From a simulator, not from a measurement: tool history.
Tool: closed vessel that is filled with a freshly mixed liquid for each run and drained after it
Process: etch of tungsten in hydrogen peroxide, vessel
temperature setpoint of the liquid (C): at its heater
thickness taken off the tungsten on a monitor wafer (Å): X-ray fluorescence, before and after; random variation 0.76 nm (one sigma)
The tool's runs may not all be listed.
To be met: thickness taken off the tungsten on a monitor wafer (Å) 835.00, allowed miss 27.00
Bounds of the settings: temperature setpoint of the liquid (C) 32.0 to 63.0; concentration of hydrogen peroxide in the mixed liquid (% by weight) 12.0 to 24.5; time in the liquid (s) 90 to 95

run	hour	temperature setpoint of the liquid (C)	concentration of hydrogen peroxide in the mixed liquid (% by weight)	time in the liquid (s)	thickness taken off the tungsten on a monitor wafer (Å)
1	0.0	47.0	16.5	90	2077.90
2	0.9	44.5	16.5	90	1763.90
3	4.5	47.5	16.5	90	2139.00
4	12.9	47.5	16.5	90	2131.70
5	19.8	47.5	16.5	90	2134.70
6	27.8	47.5	19.5	90	2318.40
7	31.1	45.0	19.0	90	1951.30
8	39.3	43.0	19.0	90	1750.40
9	44.1	41.0	18.5	90	1474.70
10	46.5	39.5	18.5	90	1369.50
11	50.4	38.0	18.5	90	1230.50

Which of these 5 next moves meets every target?
A	54.3	44.5	18.0	95	?
B	54.3	35.0	14.5	90	?
C	54.3	33.5	18.0	90	?
D	54.3	34.0	14.5	90	?
E	54.3	32.5	22.0	90	?

move	thickness taken off the tungsten on a monitor wafer (Å)
A	1966.40
B	899.95
C	906.09
D	841.26
E	935.77
A: further off than the last run
B: nearer than the last run, and not there yet
C: nearer than the last run, and not there yet
D: meets every target
E: nearer than the last run, and not there yet
Answer: D
